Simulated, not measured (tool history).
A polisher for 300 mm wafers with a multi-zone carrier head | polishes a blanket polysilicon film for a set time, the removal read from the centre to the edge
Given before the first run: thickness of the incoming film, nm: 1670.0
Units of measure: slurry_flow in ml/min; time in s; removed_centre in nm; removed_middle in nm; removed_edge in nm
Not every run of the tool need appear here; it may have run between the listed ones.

run	hour	slurry_flow	centre_zone	middle_zone	edge_zone	time	removed_centre	removed_middle	removed_edge
1	0	245	1	1	1	66	478.33	485.76	508.18
2	6.8	245	1	1	1.04	66	488.86	488.7	516.77
3	7.5	245	1	1	0.98	66	485.64	482.09	496.47
4	12.7	245	1	1	0.98	81	619.21	603.7	609.15
5	17	240	1	1	0.96	74	549.8	544.63	556.43
6	23.9	240	1	1	0.96	80	590.55	582.64	586.45
7	27.1	230	1.01	1	0.94	73	547.2	533.88	538.71
8	36	220	1.01	0.99	0.92	67	492.25	489.99	486.6

Expected results for the next run?
9	37.1	220	1.01	0.99	0.92	67	?	?	?

removed_centre: 498.92 nm
removed_middle: 488.71 nm
removed_edge: 483.56 nm
